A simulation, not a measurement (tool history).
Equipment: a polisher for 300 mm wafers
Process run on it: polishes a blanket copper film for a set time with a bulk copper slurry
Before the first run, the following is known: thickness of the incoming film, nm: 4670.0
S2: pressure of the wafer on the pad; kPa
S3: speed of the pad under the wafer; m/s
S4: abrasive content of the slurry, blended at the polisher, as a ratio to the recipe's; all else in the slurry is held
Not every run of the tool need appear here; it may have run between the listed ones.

Run 1, hour 0: flow of slurry (ml/min) 160, S2 15.9 kPa, S3 1.32 m/s, S4 1, polishing time (s) 110. Result: film removed (Å) 10708.
Run 2, hour 6: flow of slurry (ml/min) 160, S2 14.5 kPa, S3 1.32 m/s, S4 1, polishing time (s) 110. Result: film removed (Å) 10036.
Run 3, hour 10.6: flow of slurry (ml/min) 160, S2 14.5 kPa, S3 1.32 m/s, S4 1, polishing time (s) 116. Result: film removed (Å) 10739.
Run 4, hour 15.9: flow of slurry (ml/min) 160, S2 15.9 kPa, S3 1.34 m/s, S4 1, polishing time (s) 116. Result: film removed (Å) 11896.
Run 5, hour 16.6: flow of slurry (ml/min) 160, S2 15.9 kPa, S3 1.14 m/s, S4 1, polishing time (s) 116. Result: film removed (Å) 9898.9.
Run 6, hour 25.5: flow of slurry (ml/min) 160, S2 17.9 kPa, S3 1.16 m/s, S4 1, polishing time (s) 116. Result: film removed (Å) 11271.
Run 7, hour 30.4: flow of slurry (ml/min) 160, S2 19.3 kPa, S3 1.16 m/s, S4 1, polishing time (s) 116. Result: film removed (Å) 12217.
Run 8, hour 31: flow of slurry (ml/min) 160, S2 20.7 kPa, S3 1.16 m/s, S4 1, polishing time (s) 116. Result: film removed (Å) 12278.
Run 9, hour 34.7: flow of slurry (ml/min) 160, S2 21.4 kPa, S3 1.2 m/s, S4 1, polishing time (s) 116. Result: film removed (Å) 13364.
Run 10, hour 36.3: flow of slurry (ml/min) 160, S2 22.1 kPa, S3 1.22 m/s, S4 1, polishing time (s) 116. Result: film removed (Å) 14247.

Estimate the outcome of run 11 from the log above:
Run 11, hour 39.1: flow of slurry (ml/min) 160, S2 22.8 kPa, S3 1.22 m/s, S4 1, polishing time (s) 116. Result: film removed (Å) ?.

{"run 11": {"film removed (Å)": 14196}}

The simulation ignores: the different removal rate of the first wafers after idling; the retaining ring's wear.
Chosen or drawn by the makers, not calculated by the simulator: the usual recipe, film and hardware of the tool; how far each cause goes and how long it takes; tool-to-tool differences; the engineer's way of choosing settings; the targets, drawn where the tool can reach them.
